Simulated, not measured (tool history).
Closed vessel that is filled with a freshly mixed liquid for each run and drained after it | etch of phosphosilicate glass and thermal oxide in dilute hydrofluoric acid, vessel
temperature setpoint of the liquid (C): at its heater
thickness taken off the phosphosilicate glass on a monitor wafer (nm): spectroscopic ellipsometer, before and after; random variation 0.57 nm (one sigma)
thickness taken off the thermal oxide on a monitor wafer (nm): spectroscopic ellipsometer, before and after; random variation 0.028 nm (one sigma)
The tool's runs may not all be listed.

run,hour,temperature setpoint of the liquid (C),parts of water to one part of 49 % hydrofluoric acid (parts by volume),time in the liquid (s),thickness taken off the phosphosilicate glass on a monitor wafer (nm),thickness taken off the thermal oxide on a monitor wafer (nm)
1,0,24,70,60,165.29,4.3776
2,4.8,22.5,75,60,144.55,3.7602
3,6.9,21.5,75,60,137.82,3.6246
4,11.7,20.5,75,60,133.1,3.4282
5,17.6,20,75,60,129.2,3.3993
6,24.2,19.5,75,60,126.71,3.287
7,26.1,19,75,60,125.34,3.2828

Run 8 has not been measured yet. What should we expect?
8,34.7,18.5,75,60,?,?

thickness taken off the phosphosilicate glass on a monitor wafer (nm): 123.03
thickness taken off the thermal oxide on a monitor wafer (nm): 3.2049
